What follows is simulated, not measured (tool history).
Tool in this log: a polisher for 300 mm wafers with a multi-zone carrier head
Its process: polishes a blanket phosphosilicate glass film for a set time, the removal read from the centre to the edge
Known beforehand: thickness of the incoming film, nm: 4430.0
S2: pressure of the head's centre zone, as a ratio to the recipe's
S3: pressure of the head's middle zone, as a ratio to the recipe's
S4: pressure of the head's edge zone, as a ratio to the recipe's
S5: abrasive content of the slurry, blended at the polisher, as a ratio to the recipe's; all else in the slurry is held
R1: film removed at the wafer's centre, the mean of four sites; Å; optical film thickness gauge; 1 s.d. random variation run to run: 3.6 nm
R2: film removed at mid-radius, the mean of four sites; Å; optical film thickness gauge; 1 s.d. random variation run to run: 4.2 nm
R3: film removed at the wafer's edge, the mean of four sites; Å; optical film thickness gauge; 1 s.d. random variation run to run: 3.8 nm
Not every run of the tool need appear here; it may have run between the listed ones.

Run 1, hour 0.0: flow of slurry (ml/min) 300, S2 1.00, S3 1.00, S4 1.00, S5 1.00, polishing time (s) 66. Result: R1 5263.8 Å, R2 5206.3 Å, R3 5104.5 Å.
Run 2, hour 4.8: flow of slurry (ml/min) 300, S2 1.00, S3 1.00, S4 1.00, S5 1.00, polishing time (s) 51. Result: R1 4119.3 Å, R2 4106.2 Å, R3 3917.6 Å.
Run 3, hour 12.2: flow of slurry (ml/min) 300, S2 1.00, S3 1.00, S4 1.00, S5 0.85, polishing time (s) 51. Result: R1 3805.9 Å, R2 3755.7 Å, R3 3712.2 Å.
Run 4, hour 19.8: flow of slurry (ml/min) 305, S2 1.00, S3 1.01, S4 1.02, S5 0.85, polishing time (s) 51. Result: R1 3838.8 Å, R2 3843.6 Å, R3 3736.5 Å.
Run 5, hour 25.7: flow of slurry (ml/min) 310, S2 1.00, S3 1.01, S4 1.04, S5 0.85, polishing time (s) 51. Result: R1 3821.2 Å, R2 3790.3 Å, R3 3807.9 Å.
Run 6, hour 29.5: flow of slurry (ml/min) 355, S2 1.00, S3 1.01, S4 1.04, S5 0.85, polishing time (s) 51. Result: R1 3823.7 Å, R2 3895.0 Å, R3 3807.5 Å.
Run 7, hour 36.6: flow of slurry (ml/min) 355, S2 1.01, S3 1.02, S4 1.06, S5 0.85, polishing time (s) 51. Result: R1 3954.0 Å, R2 3906.2 Å, R3 3853.8 Å.

Expected results for the next run?
Run 8, hour 42.7: flow of slurry (ml/min) 355, S2 1.01, S3 1.03, S4 1.08, S5 0.85, polishing time (s) 51. Result: R1 ?, R2 ?, R3 ?.

Run 8 measured R1 3918.5 Å, R2 3886.6 Å, R3 3848.1 Å.
